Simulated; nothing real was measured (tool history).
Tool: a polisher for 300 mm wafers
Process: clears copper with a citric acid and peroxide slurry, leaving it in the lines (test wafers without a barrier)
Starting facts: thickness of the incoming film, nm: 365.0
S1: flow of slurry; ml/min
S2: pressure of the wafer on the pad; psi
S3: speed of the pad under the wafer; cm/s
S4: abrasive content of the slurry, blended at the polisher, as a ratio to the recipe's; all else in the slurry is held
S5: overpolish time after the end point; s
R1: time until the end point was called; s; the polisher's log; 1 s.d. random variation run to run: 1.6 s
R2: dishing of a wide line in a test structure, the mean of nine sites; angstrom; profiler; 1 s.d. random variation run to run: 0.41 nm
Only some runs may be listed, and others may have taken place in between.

| run | hour | S1 | S2 | S3 | S4 | S5 | R1 | R2 |
|---|---|---|---|---|---|---|---|---|
| 1 | 0 | 215 | 2.7 | 120 | 1 | 13 | 164.25 | 222.91 |
| 2 | 8.7 | 215 | 3 | 122 | 1 | 13 | 149.4 | 245.53 |
| 3 | 14.7 | 215 | 3 | 122 | 0.85 | 13 | 153.18 | 238.72 |
| 4 | 17.3 | 215 | 3 | 122 | 0.65 | 13 | 155.41 | 230.43 |
| 5 | 23.3 | 215 | 3.2 | 126 | 0.65 | 13 | 147.84 | 252.79 |
| 6 | 24.7 | 245 | 3.2 | 126 | 0.65 | 13 | 142.42 | 259.23 |

Run 7 is up next; what results do you expect?
| 7 | 25.7 | 250 | 3.4 | 130 | 0.65 | 13 | ? | ? |

Logged for run 7: R1 129.33 s, R2 274.1 angstrom.
